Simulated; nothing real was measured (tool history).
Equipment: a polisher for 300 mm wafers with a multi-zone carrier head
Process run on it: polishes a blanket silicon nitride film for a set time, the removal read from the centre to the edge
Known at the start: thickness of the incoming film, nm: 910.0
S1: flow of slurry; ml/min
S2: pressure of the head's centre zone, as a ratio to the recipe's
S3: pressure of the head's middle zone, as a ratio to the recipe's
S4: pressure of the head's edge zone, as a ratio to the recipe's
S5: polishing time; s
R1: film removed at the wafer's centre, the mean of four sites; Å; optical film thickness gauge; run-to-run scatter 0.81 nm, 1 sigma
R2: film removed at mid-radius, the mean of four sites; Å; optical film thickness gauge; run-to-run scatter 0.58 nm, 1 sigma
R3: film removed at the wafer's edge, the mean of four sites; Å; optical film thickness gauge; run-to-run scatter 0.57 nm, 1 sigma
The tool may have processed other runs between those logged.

run	hour	S1	S2	S3	S4	S5	R1	R2	R3
1	0	295	1	1	1	75	1255.3	1212	1271.5
2	0.6	295	1	1	0.95	75	1226.8	1229.3	1232.9
3	1.6	285	1	0.97	0.92	64	1035.5	1019.6	1057.5
4	5.9	360	1	0.97	0.92	64	1068.1	1037.8	1044.8
5	14.1	360	1.08	0.97	0.92	64	1152.3	1046.8	1046.7
6	16.5	410	1.08	0.97	0.92	64	1169.6	1065.9	1066.7
7	24.3	395	1.05	0.96	0.89	56	969.29	926.48	906.46
8	31.9	310	0.97	0.86	0.81	40	648.53	598.28	629.17
9	38.9	320	0.97	0.88	0.82	40	631.22	609.68	614.55
10	43.3	320	0.98	0.89	0.84	40	645.35	618.93	625.95

Run 11, settings as shown, results not yet in. Your forecast:
11	44.4	325	0.98	0.9	0.86	40	?	?	?

{"run 11": {"R1": 635.12, "R2": 625.2, "R3": 637.38}}
